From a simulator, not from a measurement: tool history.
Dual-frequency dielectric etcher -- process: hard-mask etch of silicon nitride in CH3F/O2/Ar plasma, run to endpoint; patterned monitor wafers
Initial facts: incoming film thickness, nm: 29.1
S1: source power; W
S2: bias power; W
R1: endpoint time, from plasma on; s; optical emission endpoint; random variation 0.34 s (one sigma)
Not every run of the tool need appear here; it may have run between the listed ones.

run  hour   S1  S2      R1
  1     0  540  81  37.848
  2   6.8  540  76  38.932
  3  13.8  510  74  40.243
  4  14.3  460  74   41.42
  5  18.2  440  72  42.822
  6  21.3  430  71  44.411
  7    26  420  71  44.671

Run 8, settings as shown, results not yet in. Your forecast:
  8  29.4  410  71   ?

R1: 45.368 s

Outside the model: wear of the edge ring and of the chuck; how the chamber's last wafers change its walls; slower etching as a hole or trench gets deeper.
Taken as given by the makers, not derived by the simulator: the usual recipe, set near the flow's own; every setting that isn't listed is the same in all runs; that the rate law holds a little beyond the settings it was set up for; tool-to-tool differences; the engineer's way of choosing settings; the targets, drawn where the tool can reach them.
